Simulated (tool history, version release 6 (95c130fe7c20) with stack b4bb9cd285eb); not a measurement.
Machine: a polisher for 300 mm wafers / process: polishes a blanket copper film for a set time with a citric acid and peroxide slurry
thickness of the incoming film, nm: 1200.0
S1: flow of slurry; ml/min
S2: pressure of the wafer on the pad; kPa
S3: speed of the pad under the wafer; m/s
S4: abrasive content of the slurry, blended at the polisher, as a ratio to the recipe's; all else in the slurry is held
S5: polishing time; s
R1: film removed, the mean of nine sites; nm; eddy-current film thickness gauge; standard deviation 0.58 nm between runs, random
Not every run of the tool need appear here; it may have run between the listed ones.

run 1 hour=0.0 | S1=245 S2=26.9 S3=0.86 S4=1.0 S5=27 | R1=74.709
run 2 hour=2.5 | S1=245 S2=24.8 S3=0.84 S4=1.0 S5=27 | R1=66.648
run 3 hour=7.5 | S1=245 S2=23.4 S3=0.84 S4=1.0 S5=27 | R1=64.509
run 4 hour=8.3 | S1=245 S2=22.1 S3=0.82 S4=1.0 S5=27 | R1=58.520
run 5 hour=10.3 | S1=245 S2=20.7 S3=0.82 S4=1.0 S5=27 | R1=54.786
run 6 hour=14.9 | S1=245 S2=20.0 S3=0.82 S4=1.0 S5=27 | R1=53.971
run 7 hour=22.5 | S1=245 S2=19.3 S3=0.82 S4=1.0 S5=27 | R1=51.656

What will run 8 give?
run 8 hour=30.0 | S1=245 S2=18.6 S3=0.82 S4=1.0 S5=27 | R1=?

{"run 8": {"R1": 51.185}}
